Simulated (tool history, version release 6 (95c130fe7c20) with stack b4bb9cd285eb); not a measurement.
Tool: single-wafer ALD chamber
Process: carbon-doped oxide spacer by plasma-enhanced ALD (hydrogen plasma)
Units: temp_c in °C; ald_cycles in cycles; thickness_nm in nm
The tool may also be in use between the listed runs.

{"run": 1, "hour": 0.0, "temp_c": 415, "ald_cycles": 623, "thickness_nm": 30.654}
{"run": 2, "hour": 7.9, "temp_c": 413, "ald_cycles": 633, "thickness_nm": 31.707}
{"run": 3, "hour": 8.7, "temp_c": 410, "ald_cycles": 636, "thickness_nm": 31.763}
{"run": 4, "hour": 14.1, "temp_c": 409, "ald_cycles": 645, "thickness_nm": 32.366}
{"run": 5, "hour": 20.7, "temp_c": 409, "ald_cycles": 559, "thickness_nm": 28.417}
{"run": 6, "hour": 24.1, "temp_c": 407, "ald_cycles": 579, "thickness_nm": 29.326}
{"run": 7, "hour": 29.3, "temp_c": 406, "ald_cycles": 597, "thickness_nm": 30.045}
{"run": 8, "hour": 36.8, "temp_c": 406, "ald_cycles": 614, "thickness_nm": 31.052}
{"run": 9, "hour": 37.6, "temp_c": 405, "ald_cycles": 626, "thickness_nm": 31.857}

Run 10 comes next. What will it give?
{"run": 10, "hour": 42.2, "temp_c": 404, "ald_cycles": 633, "thickness_nm": "?"}

Run 10 gave thickness_nm 31.948 nm.
